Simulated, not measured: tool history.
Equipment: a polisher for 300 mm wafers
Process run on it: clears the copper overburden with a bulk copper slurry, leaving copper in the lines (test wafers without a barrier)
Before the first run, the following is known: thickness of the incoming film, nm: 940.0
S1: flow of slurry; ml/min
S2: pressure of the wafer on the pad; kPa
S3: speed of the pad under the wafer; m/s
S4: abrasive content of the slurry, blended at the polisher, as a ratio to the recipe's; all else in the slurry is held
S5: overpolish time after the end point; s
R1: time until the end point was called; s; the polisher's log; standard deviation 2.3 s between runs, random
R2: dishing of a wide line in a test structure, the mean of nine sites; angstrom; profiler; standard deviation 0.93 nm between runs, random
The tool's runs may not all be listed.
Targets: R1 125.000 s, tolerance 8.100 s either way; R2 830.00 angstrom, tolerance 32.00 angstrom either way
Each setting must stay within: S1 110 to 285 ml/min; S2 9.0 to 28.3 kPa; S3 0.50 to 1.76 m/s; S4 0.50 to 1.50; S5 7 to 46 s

run 1 day=0.000 | S1=180 S2=18.6 S3=1.12 S4=1.00 S5=24 | R1=74.190 R2=1053.60
run 2 day=0.058 | S1=180 S2=18.6 S3=0.96 S4=1.00 S5=24 | R1=88.841 R2=1000.40
run 3 day=0.104 | S1=180 S2=16.5 S3=0.94 S4=1.00 S5=24 | R1=99.726 R2=906.21
run 4 day=0.300 | S1=180 S2=16.5 S3=0.94 S4=0.80 S5=24 | R1=106.590 R2=876.54
run 5 day=0.588 | S1=180 S2=16.5 S3=0.94 S4=0.90 S5=24 | R1=100.690 R2=914.99
run 6 day=0.754 | S1=180 S2=20.0 S3=0.94 S4=0.90 S5=24 | R1=85.845 R2=1009.20
run 7 day=0.838 | S1=180 S2=17.9 S3=0.92 S4=0.90 S5=25 | R1=98.718 R2=951.32
run 8 day=1.200 | S1=180 S2=16.5 S3=0.90 S4=0.90 S5=25 | R1=107.630 R2=892.87

Which of these 4 next moves meets every target?
run A day=1.562 | S1=175 S2=17.2 S3=0.82 S4=1.10 S5=28 | R1=? R2=?
run B day=1.562 | S1=170 S2=15.9 S3=0.86 S4=0.75 S5=36 | R1=? R2=?
run C day=1.562 | S1=180 S2=16.5 S3=1.04 S4=0.80 S5=25 | R1=? R2=?
run D day=1.562 | S1=155 S2=15.2 S3=0.86 S4=0.85 S5=27 | R1=? R2=?

move=A R1=106.880 R2=931.91
move=B R1=120.750 R2=964.43
move=C R1=94.319 R2=928.63
move=D R1=124.650 R2=830.58
A: lands further from the targets than the last run did
B: puts the biggest miss on target and leaves a different result outside tolerance
C: lands further from the targets than the last run did
D: all results land within tolerance of their targets
Correct choice: D, which meets every target
